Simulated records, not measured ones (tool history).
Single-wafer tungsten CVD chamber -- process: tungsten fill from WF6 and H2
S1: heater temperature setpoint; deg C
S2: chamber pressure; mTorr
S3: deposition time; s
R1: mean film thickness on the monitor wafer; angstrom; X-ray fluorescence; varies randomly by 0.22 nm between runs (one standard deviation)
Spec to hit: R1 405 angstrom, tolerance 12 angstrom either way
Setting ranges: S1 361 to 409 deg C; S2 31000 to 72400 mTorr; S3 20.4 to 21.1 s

run 1 day=0 | S1=385 S2=51700 S3=20.4 | R1=562.52
run 2 day=0.171 | S1=385 S2=57800 S3=20.4 | R1=593.1
run 3 day=0.45 | S1=380 S2=57400 S3=20.4 | R1=520.6
run 4 day=0.546 | S1=377 S2=57200 S3=20.4 | R1=489.27
run 5 day=0.708 | S1=377 S2=61500 S3=20.4 | R1=497.61
run 6 day=0.729 | S1=375 S2=61300 S3=20.4 | R1=483.1
run 7 day=0.783 | S1=373 S2=61100 S3=20.4 | R1=452.55
run 8 day=0.862 | S1=372 S2=61000 S3=20.4 | R1=445.4
run 9 day=1.096 | S1=371 S2=60900 S3=20.4 | R1=434.41
run 10 day=1.162 | S1=370 S2=60800 S3=20.4 | R1=423.37

Pick the move, out of 5, that brings all results within their allowed miss; only one does.
run A day=1.229 | S1=371 S2=67400 S3=20.4 | R1=?
run B day=1.229 | S1=365 S2=71100 S3=20.4 | R1=?
run C day=1.229 | S1=369 S2=66600 S3=20.6 | R1=?
run D day=1.229 | S1=372 S2=61800 S3=20.4 | R1=?
run E day=1.229 | S1=371 S2=59700 S3=20.4 | R1=?

move=A R1=460.73
move=B R1=407.34
move=C R1=440.61
move=D R1=453.41
move=E R1=435.21
A: its largest miss is bigger than the last run's
B: all results land within tolerance of their targets
C: its largest miss is bigger than the last run's
D: its largest miss is bigger than the last run's
E: its largest miss is bigger than the last run's
Go with B: it meets all targets.

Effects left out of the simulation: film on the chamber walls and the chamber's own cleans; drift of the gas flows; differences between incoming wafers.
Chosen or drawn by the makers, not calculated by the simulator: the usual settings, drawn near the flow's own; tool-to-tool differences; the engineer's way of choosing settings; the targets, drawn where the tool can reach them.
